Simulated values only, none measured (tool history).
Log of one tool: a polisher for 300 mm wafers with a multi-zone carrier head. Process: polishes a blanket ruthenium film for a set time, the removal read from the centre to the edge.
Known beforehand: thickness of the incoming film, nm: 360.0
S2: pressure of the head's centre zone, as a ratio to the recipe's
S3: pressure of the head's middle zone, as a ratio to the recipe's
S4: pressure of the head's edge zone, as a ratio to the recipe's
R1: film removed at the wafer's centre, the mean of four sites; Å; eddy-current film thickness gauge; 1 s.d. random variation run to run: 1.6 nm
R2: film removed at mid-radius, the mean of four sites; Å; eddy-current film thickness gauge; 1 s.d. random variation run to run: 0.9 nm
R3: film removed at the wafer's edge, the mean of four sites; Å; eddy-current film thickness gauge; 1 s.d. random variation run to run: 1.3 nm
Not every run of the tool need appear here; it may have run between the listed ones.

{"run": 1, "hour": 0.0, "flow of slurry (ml/min)": 190, "S2": 1.0, "S3": 1.0, "S4": 1.0, "polishing time (s)": 62, "R1": 1009.1, "R2": 990.0, "R3": 984.27}
{"run": 2, "hour": 6.6, "flow of slurry (ml/min)": 195, "S2": 1.01, "S3": 1.01, "S4": 1.03, "polishing time (s)": 63, "R1": 1035.6, "R2": 1006.2, "R3": 1009.7}
{"run": 3, "hour": 8.7, "flow of slurry (ml/min)": 200, "S2": 1.02, "S3": 1.02, "S4": 1.05, "polishing time (s)": 64, "R1": 1041.7, "R2": 1035.1, "R3": 1041.4}
{"run": 4, "hour": 11.8, "flow of slurry (ml/min)": 205, "S2": 1.04, "S3": 1.02, "S4": 1.06, "polishing time (s)": 65, "R1": 1114.8, "R2": 1059.5, "R3": 1072.2}
{"run": 5, "hour": 13.5, "flow of slurry (ml/min)": 210, "S2": 1.04, "S3": 1.03, "S4": 1.07, "polishing time (s)": 65, "R1": 1096.0, "R2": 1078.5, "R3": 1073.5}
{"run": 6, "hour": 19.1, "flow of slurry (ml/min)": 215, "S2": 1.05, "S3": 1.03, "S4": 1.08, "polishing time (s)": 66, "R1": 1127.2, "R2": 1075.2, "R3": 1129.3}
{"run": 7, "hour": 20.6, "flow of slurry (ml/min)": 220, "S2": 1.06, "S3": 1.04, "S4": 1.08, "polishing time (s)": 66, "R1": 1121.0, "R2": 1089.6, "R3": 1130.5}

Forecast run 8:
{"run": 8, "hour": 22.9, "flow of slurry (ml/min)": 220, "S2": 1.07, "S3": 1.05, "S4": 1.08, "polishing time (s)": 66, "R1": "?", "R2": "?", "R3": "?"}

R1: 1170.0 Å
R2: 1123.5 Å
R3: 1110.80 Å

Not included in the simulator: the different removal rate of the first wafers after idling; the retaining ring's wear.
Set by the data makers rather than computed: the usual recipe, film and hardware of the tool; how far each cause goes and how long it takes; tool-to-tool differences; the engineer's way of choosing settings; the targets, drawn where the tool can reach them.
